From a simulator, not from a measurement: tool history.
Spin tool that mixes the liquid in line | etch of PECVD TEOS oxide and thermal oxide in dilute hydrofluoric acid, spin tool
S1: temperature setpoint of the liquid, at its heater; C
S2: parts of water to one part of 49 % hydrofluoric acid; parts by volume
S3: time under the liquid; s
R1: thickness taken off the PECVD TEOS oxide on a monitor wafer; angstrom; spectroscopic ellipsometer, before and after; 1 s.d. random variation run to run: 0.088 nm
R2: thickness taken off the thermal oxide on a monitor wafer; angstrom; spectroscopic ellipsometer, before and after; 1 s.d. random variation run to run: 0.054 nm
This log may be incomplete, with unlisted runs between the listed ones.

run    day    S1   S2   S3      R1      R2
  1      0    22  210  180  125.96  35.772
  2  0.092  23.5  195  180  146.75  41.297
  3  0.379  24.5  180  180  166.19   46.52
  4  0.517  24.5  235  180  121.02  34.285
  5  0.775  25.5  215  180  139.69  39.095
  6  1.012  25.5  265  180  108.13   30.13
     1.154  -- hydrofluoric acid flow meter replaced
  7  1.154  26.5  235  180  117.75  33.444

Run 8 is up next; what results do you expect?
  8  1.525  22.5  150  205   ?   ?

Run 8 measured R1 198.48 angstrom, R2 55.906 angstrom.
